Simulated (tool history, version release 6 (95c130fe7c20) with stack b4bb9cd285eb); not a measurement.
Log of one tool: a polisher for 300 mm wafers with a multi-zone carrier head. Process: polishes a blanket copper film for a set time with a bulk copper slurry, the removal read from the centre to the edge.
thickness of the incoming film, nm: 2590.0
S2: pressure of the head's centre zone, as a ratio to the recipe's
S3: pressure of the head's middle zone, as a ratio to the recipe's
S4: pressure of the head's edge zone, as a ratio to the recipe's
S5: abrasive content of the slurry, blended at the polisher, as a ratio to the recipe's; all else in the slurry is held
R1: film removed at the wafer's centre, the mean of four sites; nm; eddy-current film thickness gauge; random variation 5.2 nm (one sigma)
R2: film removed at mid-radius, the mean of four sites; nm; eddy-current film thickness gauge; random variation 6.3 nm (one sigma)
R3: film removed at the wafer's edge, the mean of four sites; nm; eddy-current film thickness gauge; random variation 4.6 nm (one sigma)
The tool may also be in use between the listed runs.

Run 1, hour 0: flow of slurry (ml/min) 265, S2 1, S3 1, S4 1, S5 1, polishing time (s) 83. Result: R1 599.81 nm, R2 578.29 nm, R3 613.21 nm.
Run 2, hour 3.1: flow of slurry (ml/min) 265, S2 1, S3 0.93, S4 1, S5 1, polishing time (s) 83. Result: R1 599.99 nm, R2 547.86 nm, R3 620.05 nm.
Run 3, hour 11.1: flow of slurry (ml/min) 265, S2 1.06, S3 0.93, S4 1, S5 1, polishing time (s) 83. Result: R1 628.55 nm, R2 546.72 nm, R3 625.64 nm.
Run 4, hour 15.6: flow of slurry (ml/min) 265, S2 1.06, S3 0.95, S4 0.96, S5 0.9, polishing time (s) 82. Result: R1 608.54 nm, R2 544.63 nm, R3 585.43 nm.
Run 5, hour 16.4: flow of slurry (ml/min) 265, S2 1.06, S3 0.95, S4 0.96, S5 1.05, polishing time (s) 82. Result: R1 632.95 nm, R2 563.33 nm, R3 606.74 nm.
Run 6, hour 18.9: flow of slurry (ml/min) 265, S2 1.06, S3 0.95, S4 0.96, S5 1.05, polishing time (s) 90. Result: R1 685.15 nm, R2 612.52 nm, R3 667.9 nm.

Run 7 comes next. What will it give?
Run 7, hour 20: flow of slurry (ml/min) 265, S2 1.06, S3 0.95, S4 0.94, S5 0.95, polishing time (s) 87. Result: R1 ?, R2 ?, R3 ?.

{"run 7": {"R1": 647.22, "R2": 570.99, "R3": 619.42}}
